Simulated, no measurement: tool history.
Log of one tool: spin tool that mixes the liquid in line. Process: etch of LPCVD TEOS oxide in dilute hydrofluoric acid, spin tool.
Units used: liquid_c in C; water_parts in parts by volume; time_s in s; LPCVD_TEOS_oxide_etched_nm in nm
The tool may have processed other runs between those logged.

run,day,liquid_c,water_parts,time_s,LPCVD_TEOS_oxide_etched_nm
1,0.000,23,195,180,34.412
2,0.283,23,240,180,26.812
3,0.308,26,240,180,29.819
4,0.658,26,240,180,29.628
5,0.708,26,300,180,22.650
6,0.738,26,300,195,24.591
7,1.071,30,220,195,41.517
8,1.229,30,205,195,45.240
9,1.317,30,195,195,48.425
# day 1.583: hydrofluoric acid flow meter replaced
10,1.583,30,190,195,43.150

Run 11 is up next; what results do you expect?
11,1.954,30,170,195,?

LPCVD_TEOS_oxide_etched_nm: 49.581 nm

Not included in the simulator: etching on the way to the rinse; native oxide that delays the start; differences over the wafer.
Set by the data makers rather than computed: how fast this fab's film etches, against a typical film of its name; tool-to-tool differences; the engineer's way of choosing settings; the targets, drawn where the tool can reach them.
